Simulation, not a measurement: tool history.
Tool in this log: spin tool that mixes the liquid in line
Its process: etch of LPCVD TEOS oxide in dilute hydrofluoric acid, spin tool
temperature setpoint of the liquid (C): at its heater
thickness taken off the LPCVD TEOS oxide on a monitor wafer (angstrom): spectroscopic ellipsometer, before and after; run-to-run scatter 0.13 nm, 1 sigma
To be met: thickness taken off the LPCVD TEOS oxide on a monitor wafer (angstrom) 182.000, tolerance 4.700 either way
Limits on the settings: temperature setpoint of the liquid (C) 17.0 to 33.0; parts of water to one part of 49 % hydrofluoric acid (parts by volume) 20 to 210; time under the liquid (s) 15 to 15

| run | day | temperature setpoint of the liquid (C) | parts of water to one part of 49 % hydrofluoric acid (parts by volume) | time under the liquid (s) | thickness taken off the LPCVD TEOS oxide on a monitor wafer (angstrom) |
|---|---|---|---|---|---|
| 1 | 0.000 | 25.0 | 115 | 15 | 68.929 |
| 2 | 0.038 | 25.0 | 80 | 15 | 104.400 |
| 3 | 0.408 | 25.0 | 80 | 15 | 104.870 |
| 4 | 0.692 | 25.0 | 110 | 15 | 72.988 |
| 5 | 0.929 | 26.0 | 105 | 15 | 80.454 |
| 6 | 1.038 | 27.0 | 100 | 15 | 86.897 |
|  | 1.333 | thermometer replaced |
| 7 | 1.333 | 27.5 | 95 | 15 | 100.670 |
| 8 | 1.458 | 28.0 | 90 | 15 | 106.560 |
| 9 | 1.679 | 28.5 | 85 | 15 | 117.660 |
| 10 | 1.771 | 28.5 | 85 | 15 | 117.760 |
| 11 | 1.946 | 29.0 | 85 | 15 | 120.020 |
| 12 | 1.992 | 29.5 | 85 | 15 | 123.640 |
| 13 | 2.104 | 30.0 | 85 | 15 | 125.560 |

Next run, 5 choices. One meets every target within its allowed miss, the rest don't. Which?
| A | 2.217 | 31.5 | 60 | 15 | ? |
| B | 2.217 | 30.5 | 65 | 15 | ? |
| C | 2.217 | 31.0 | 50 | 15 | ? |
| D | 2.217 | 31.0 | 65 | 15 | ? |
| E | 2.217 | 27.5 | 55 | 15 | ? |

| move | thickness taken off the LPCVD TEOS oxide on a monitor wafer (angstrom) |
|---|---|
| A | 191.970 |
| B | 169.210 |
| C | 229.530 |
| D | 172.490 |
| E | 180.430 |
A: takes the biggest miss from the last run beyond its target
B: better than the last run, though not everything is in spec
C: takes the biggest miss from the last run beyond its target
D: better than the last run, though not everything is in spec
E: all results land within tolerance of their targets
The move that meets every target is E.

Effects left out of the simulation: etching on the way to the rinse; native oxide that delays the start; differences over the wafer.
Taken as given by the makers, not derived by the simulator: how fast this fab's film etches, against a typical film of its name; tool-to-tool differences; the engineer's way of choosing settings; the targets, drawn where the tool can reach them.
